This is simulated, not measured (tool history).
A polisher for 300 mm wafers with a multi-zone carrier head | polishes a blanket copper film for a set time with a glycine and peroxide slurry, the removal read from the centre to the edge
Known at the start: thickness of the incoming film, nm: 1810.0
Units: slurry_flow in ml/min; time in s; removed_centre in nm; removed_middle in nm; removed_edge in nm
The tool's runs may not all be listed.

{"run": 1, "hour": 0.0, "slurry_flow": 155, "centre_zone": 1.0, "middle_zone": 1.0, "edge_zone": 1.0, "time": 66, "removed_centre": 390.04, "removed_middle": 393.52, "removed_edge": 378.07}
{"run": 2, "hour": 7.9, "slurry_flow": 150, "centre_zone": 1.0, "middle_zone": 1.0, "edge_zone": 0.98, "time": 65, "removed_centre": 379.23, "removed_middle": 387.86, "removed_edge": 371.16}
{"run": 3, "hour": 13.6, "slurry_flow": 150, "centre_zone": 1.01, "middle_zone": 1.0, "edge_zone": 0.97, "time": 63, "removed_centre": 371.52, "removed_middle": 362.0, "removed_edge": 357.15}
{"run": 4, "hour": 14.9, "slurry_flow": 150, "centre_zone": 1.01, "middle_zone": 1.0, "edge_zone": 1.05, "time": 63, "removed_centre": 366.41, "removed_middle": 368.71, "removed_edge": 369.32}
{"run": 5, "hour": 19.7, "slurry_flow": 150, "centre_zone": 1.01, "middle_zone": 1.01, "edge_zone": 1.02, "time": 62, "removed_centre": 362.86, "removed_middle": 366.31, "removed_edge": 357.21}
{"run": 6, "hour": 23.8, "slurry_flow": 150, "centre_zone": 1.01, "middle_zone": 1.01, "edge_zone": 0.98, "time": 62, "removed_centre": 359.94, "removed_middle": 365.92, "removed_edge": 354.72}
{"run": 7, "hour": 26.3, "slurry_flow": 155, "centre_zone": 1.03, "middle_zone": 1.02, "edge_zone": 0.96, "time": 61, "removed_centre": 358.5, "removed_middle": 360.36, "removed_edge": 348.84}
{"run": 8, "hour": 29.3, "slurry_flow": 160, "centre_zone": 1.05, "middle_zone": 1.04, "edge_zone": 0.94, "time": 60, "removed_centre": 375.97, "removed_middle": 362.5, "removed_edge": 338.36}

Run 9 comes next. What will it give?
{"run": 9, "hour": 36.0, "slurry_flow": 155, "centre_zone": 1.05, "middle_zone": 1.05, "edge_zone": 0.93, "time": 59, "removed_centre": "?", "removed_middle": "?", "removed_edge": "?"}

removed_centre: 361.74 nm
removed_middle: 357.35 nm
removed_edge: 326.27 nm

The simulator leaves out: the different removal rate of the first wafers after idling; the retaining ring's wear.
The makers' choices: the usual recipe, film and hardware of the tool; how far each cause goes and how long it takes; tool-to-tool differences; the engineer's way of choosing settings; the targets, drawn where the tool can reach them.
